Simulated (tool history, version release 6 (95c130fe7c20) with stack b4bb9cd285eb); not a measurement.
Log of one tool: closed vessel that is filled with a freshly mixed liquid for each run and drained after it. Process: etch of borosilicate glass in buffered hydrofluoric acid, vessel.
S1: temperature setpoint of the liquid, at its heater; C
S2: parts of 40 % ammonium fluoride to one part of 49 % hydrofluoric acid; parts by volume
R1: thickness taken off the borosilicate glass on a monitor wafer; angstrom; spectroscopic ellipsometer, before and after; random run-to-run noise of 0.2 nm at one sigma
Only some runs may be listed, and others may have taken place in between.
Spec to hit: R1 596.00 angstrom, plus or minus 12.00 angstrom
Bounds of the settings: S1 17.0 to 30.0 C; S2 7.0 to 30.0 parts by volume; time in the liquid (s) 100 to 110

Run 1, hour 0.0: S1 22.0 C, S2 19.0 parts by volume, time in the liquid (s) 100. Result: R1 695.31 angstrom.
Run 2, hour 2.4: S1 22.0 C, S2 19.0 parts by volume, time in the liquid (s) 100. Result: R1 696.41 angstrom.
Run 3, hour 7.4: S1 25.5 C, S2 19.0 parts by volume, time in the liquid (s) 100. Result: R1 837.83 angstrom.
Run 4, hour 13.8: S1 24.0 C, S2 19.0 parts by volume, time in the liquid (s) 100. Result: R1 771.57 angstrom.
Run 5, hour 22.1: S1 22.5 C, S2 19.0 parts by volume, time in the liquid (s) 100. Result: R1 706.95 angstrom.
Run 6, hour 23.6: S1 24.0 C, S2 19.0 parts by volume, time in the liquid (s) 100. Result: R1 773.22 angstrom.
Run 7, hour 29.6: S1 22.5 C, S2 19.0 parts by volume, time in the liquid (s) 100. Result: R1 711.41 angstrom.
At hour 37.6: thermometer replaced.
Run 8, hour 37.6: S1 22.5 C, S2 19.0 parts by volume, time in the liquid (s) 100. Result: R1 674.26 angstrom.
Run 9, hour 44.4: S1 22.0 C, S2 19.0 parts by volume, time in the liquid (s) 100. Result: R1 657.18 angstrom.
Run 10, hour 50.9: S1 21.5 C, S2 19.0 parts by volume, time in the liquid (s) 100. Result: R1 642.88 angstrom.

Pick the move, out of 5, that brings all results within their allowed miss; only one does.
Run A, hour 57.4: S1 21.0 C, S2 20.0 parts by volume, time in the liquid (s) 105. Result: R1 ?.
Run B, hour 57.4: S1 21.5 C, S2 18.5 parts by volume, time in the liquid (s) 105. Result: R1 ?.
Run C, hour 57.4: S1 19.5 C, S2 19.0 parts by volume, time in the liquid (s) 100. Result: R1 ?.
Run D, hour 57.4: S1 21.5 C, S2 22.0 parts by volume, time in the liquid (s) 105. Result: R1 ?.
Run E, hour 57.4: S1 21.0 C, S2 18.5 parts by volume, time in the liquid (s) 105. Result: R1 ?.

move      R1
   A  623.55
   B  692.44
   C  575.43
   D  599.80
   E  673.77
A: gains on the last run, yet a result remains outside its allowed miss
B: its largest miss is bigger than the last run's
C: carries the result that was furthest off beyond its target, to the other side
D: in spec on every target
E: its largest miss is bigger than the last run's
The right move is D.

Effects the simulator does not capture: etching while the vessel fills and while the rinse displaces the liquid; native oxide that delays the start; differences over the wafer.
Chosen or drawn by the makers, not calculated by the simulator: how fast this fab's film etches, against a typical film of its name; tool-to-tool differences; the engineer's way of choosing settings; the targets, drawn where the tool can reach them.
